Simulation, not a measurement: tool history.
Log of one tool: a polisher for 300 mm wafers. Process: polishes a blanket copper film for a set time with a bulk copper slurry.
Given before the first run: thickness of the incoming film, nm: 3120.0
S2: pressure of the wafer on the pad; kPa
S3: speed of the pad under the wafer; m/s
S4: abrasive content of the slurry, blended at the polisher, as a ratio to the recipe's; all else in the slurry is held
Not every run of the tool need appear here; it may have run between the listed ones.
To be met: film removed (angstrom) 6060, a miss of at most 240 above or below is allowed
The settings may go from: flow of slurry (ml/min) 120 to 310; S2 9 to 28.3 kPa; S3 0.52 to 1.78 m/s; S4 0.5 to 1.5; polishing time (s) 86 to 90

Run 1, hour 0: flow of slurry (ml/min) 200, S2 18.6 kPa, S3 1.14 m/s, S4 1, polishing time (s) 86. Result: film removed (angstrom) 9289.7.
Run 2, hour 3.3: flow of slurry (ml/min) 200, S2 18.6 kPa, S3 1.14 m/s, S4 1, polishing time (s) 90. Result: film removed (angstrom) 9606.4.
Run 3, hour 8.3: flow of slurry (ml/min) 200, S2 18.6 kPa, S3 1.14 m/s, S4 1.15, polishing time (s) 90. Result: film removed (angstrom) 10148.
Run 4, hour 10.5: flow of slurry (ml/min) 200, S2 17.2 kPa, S3 1.14 m/s, S4 1.15, polishing time (s) 90. Result: film removed (angstrom) 9544.3.
Run 5, hour 12.9: flow of slurry (ml/min) 200, S2 15.9 kPa, S3 1.12 m/s, S4 1.15, polishing time (s) 90. Result: film removed (angstrom) 8714.6.
Run 6, hour 19.6: flow of slurry (ml/min) 225, S2 15.9 kPa, S3 1.12 m/s, S4 1.15, polishing time (s) 90. Result: film removed (angstrom) 8445.8.
Run 7, hour 23.6: flow of slurry (ml/min) 225, S2 14.5 kPa, S3 1.12 m/s, S4 1.15, polishing time (s) 90. Result: film removed (angstrom) 7807.7.
Run 8, hour 29.8: flow of slurry (ml/min) 225, S2 13.8 kPa, S3 1.12 m/s, S4 1.15, polishing time (s) 90. Result: film removed (angstrom) 7453.4.
Run 9, hour 31.6: flow of slurry (ml/min) 225, S2 13.1 kPa, S3 1.12 m/s, S4 1.15, polishing time (s) 90. Result: film removed (angstrom) 7130.9.
Run 10, hour 34.5: flow of slurry (ml/min) 225, S2 12.4 kPa, S3 1.12 m/s, S4 1.15, polishing time (s) 90. Result: film removed (angstrom) 6886.4.
Run 11, hour 36.5: flow of slurry (ml/min) 225, S2 12.4 kPa, S3 1.12 m/s, S4 1.15, polishing time (s) 90. Result: film removed (angstrom) 6777.

5 next moves are on the table. One of them brings every result within its allowed miss. Which?
Run A, hour 38.5: flow of slurry (ml/min) 220, S2 13.1 kPa, S3 1.2 m/s, S4 1.25, polishing time (s) 90. Result: film removed (angstrom) ?.
Run B, hour 38.5: flow of slurry (ml/min) 235, S2 11.7 kPa, S3 1.14 m/s, S4 1.35, polishing time (s) 89. Result: film removed (angstrom) ?.
Run C, hour 38.5: flow of slurry (ml/min) 235, S2 11 kPa, S3 1.16 m/s, S4 1.1, polishing time (s) 87. Result: film removed (angstrom) ?.
Run D, hour 38.5: flow of slurry (ml/min) 240, S2 12.4 kPa, S3 1.24 m/s, S4 1.45, polishing time (s) 90. Result: film removed (angstrom) ?.
Run E, hour 38.5: flow of slurry (ml/min) 225, S2 10.3 kPa, S3 1.44 m/s, S4 1, polishing time (s) 86. Result: film removed (angstrom) ?.

move  film removed (angstrom)
   A                   7881.3
   B                   6859.7
   C                   6085.3
   D                     8123
   E                   6766.9
A: lands further from the targets than the last run did
B: lands further from the targets than the last run did
C: in spec on every target
D: lands further from the targets than the last run did
E: about the same distance from the targets as the last run
So the answer is move C, the one that meets all the targets.

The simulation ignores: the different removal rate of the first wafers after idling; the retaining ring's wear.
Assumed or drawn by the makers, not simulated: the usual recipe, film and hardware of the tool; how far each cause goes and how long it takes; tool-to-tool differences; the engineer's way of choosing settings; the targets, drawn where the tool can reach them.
